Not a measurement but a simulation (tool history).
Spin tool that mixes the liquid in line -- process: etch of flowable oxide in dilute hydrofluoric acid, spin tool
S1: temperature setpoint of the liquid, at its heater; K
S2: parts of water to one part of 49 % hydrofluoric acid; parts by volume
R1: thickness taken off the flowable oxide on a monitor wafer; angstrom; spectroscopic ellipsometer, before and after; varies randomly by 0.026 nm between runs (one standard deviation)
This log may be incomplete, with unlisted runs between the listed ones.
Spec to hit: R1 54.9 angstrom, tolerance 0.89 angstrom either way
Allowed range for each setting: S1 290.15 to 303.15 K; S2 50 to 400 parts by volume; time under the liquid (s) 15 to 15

run 1 hour=0 | S1=295.15 S2=225 time_under_the_liquid_(s)=15 | R1=22.368
run 2 hour=4.5 | S1=296.65 S2=225 time_under_the_liquid_(s)=15 | R1=23.424
run 3 hour=12.8 | S1=296.65 S2=225 time_under_the_liquid_(s)=15 | R1=23.531
run 4 hour=18 | S1=296.65 S2=160 time_under_the_liquid_(s)=15 | R1=35.193
run 5 hour=24.4 | S1=297.65 S2=155 time_under_the_liquid_(s)=15 | R1=37.848
run 6 hour=29.2 | S1=295.15 S2=155 time_under_the_liquid_(s)=15 | R1=34.341
run 7 hour=34.9 | S1=296.65 S2=150 time_under_the_liquid_(s)=15 | R1=37.932
run 8 hour=38.7 | S1=297.65 S2=145 time_under_the_liquid_(s)=15 | R1=40.939
run 9 hour=45 | S1=298.65 S2=145 time_under_the_liquid_(s)=15 | R1=42.913

5 candidate next runs follow, results not yet known. Just one meets every target within its allowed miss. Identify it.
run A hour=51.3 | S1=303.15 S2=135 time_under_the_liquid_(s)=15 | R1=?
run B hour=51.3 | S1=297.15 S2=150 time_under_the_liquid_(s)=15 | R1=?
run C hour=51.3 | S1=300.65 S2=135 time_under_the_liquid_(s)=15 | R1=?
run D hour=51.3 | S1=300.15 S2=170 time_under_the_liquid_(s)=15 | R1=?
run E hour=51.3 | S1=299.65 S2=190 time_under_the_liquid_(s)=15 | R1=?

move=A R1=54.821
move=B R1=38.72
move=C R1=49.996
move=D R1=37.337
move=E R1=32.045
A: all results land within tolerance of their targets
B: moves away from the targets compared with the last run
C: closer than the last run, but not yet in spec
D: moves away from the targets compared with the last run
E: moves away from the targets compared with the last run
Answer: A
